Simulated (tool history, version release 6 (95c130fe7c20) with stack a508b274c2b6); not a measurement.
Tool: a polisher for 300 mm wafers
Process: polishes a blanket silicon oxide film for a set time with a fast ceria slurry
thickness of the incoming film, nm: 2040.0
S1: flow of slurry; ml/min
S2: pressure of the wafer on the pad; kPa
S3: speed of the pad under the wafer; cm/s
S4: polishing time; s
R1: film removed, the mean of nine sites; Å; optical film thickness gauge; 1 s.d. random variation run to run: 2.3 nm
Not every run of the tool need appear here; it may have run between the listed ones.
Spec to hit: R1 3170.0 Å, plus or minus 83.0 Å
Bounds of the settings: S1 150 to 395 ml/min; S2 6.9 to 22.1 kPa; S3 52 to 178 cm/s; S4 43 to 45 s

run 1 hour=0.0 | S1=250 S2=14.5 S3=114 S4=43 | R1=6146.8
run 2 hour=1.1 | S1=245 S2=13.1 S3=112 S4=43 | R1=5427.5
run 3 hour=3.5 | S1=240 S2=11.7 S3=110 S4=43 | R1=4809.3
run 4 hour=7.3 | S1=240 S2=11.7 S3=110 S4=43 | R1=4829.2
run 5 hour=8.8 | S1=235 S2=11.0 S3=108 S4=43 | R1=4473.6
run 6 hour=16.3 | S1=230 S2=10.3 S3=108 S4=43 | R1=4245.7
run 7 hour=19.8 | S1=230 S2=10.3 S3=108 S4=43 | R1=4239.5
run 8 hour=24.7 | S1=225 S2=9.7 S3=108 S4=43 | R1=3935.7
run 9 hour=31.2 | S1=215 S2=9.0 S3=108 S4=43 | R1=3682.2
run 10 hour=33.5 | S1=185 S2=6.9 S3=108 S4=43 | R1=2874.1
run 11 hour=35.6 | S1=195 S2=6.9 S3=108 S4=43 | R1=2857.2
run 12 hour=37.1 | S1=205 S2=6.9 S3=108 S4=43 | R1=2859.9
run 13 hour=40.9 | S1=210 S2=6.9 S3=108 S4=43 | R1=2904.2
run 14 hour=49.1 | S1=220 S2=6.9 S3=108 S4=43 | R1=2933.8
run 15 hour=52.6 | S1=230 S2=6.9 S3=108 S4=43 | R1=2945.7
run 16 hour=56.4 | S1=235 S2=6.9 S3=108 S4=43 | R1=2952.2
run 17 hour=58.0 | S1=260 S2=8.3 S3=108 S4=43 | R1=3501.1
run 18 hour=58.5 | S1=250 S2=8.3 S3=108 S4=43 | R1=3468.7

5 candidate next runs follow, results not yet known. Just one meets every target within its allowed miss. Identify it.
run A hour=59.0 | S1=225 S2=11.7 S3=68 S4=45 | R1=?
run B hour=59.0 | S1=260 S2=8.3 S3=102 S4=43 | R1=?
run C hour=59.0 | S1=280 S2=9.7 S3=96 S4=44 | R1=?
run D hour=59.0 | S1=235 S2=10.3 S3=96 S4=45 | R1=?
run E hour=59.0 | S1=235 S2=7.6 S3=128 S4=43 | R1=?

move=A R1=3184.0
move=B R1=3337.3
move=C R1=3726.1
move=D R1=3975.1
move=E R1=3806.1
A: in spec on every target
B: an improvement on the last run, though not all results are within tolerance
C: the biggest miss grows against the last run
D: the biggest miss grows against the last run
E: the biggest miss grows against the last run
The move that meets every target is A.

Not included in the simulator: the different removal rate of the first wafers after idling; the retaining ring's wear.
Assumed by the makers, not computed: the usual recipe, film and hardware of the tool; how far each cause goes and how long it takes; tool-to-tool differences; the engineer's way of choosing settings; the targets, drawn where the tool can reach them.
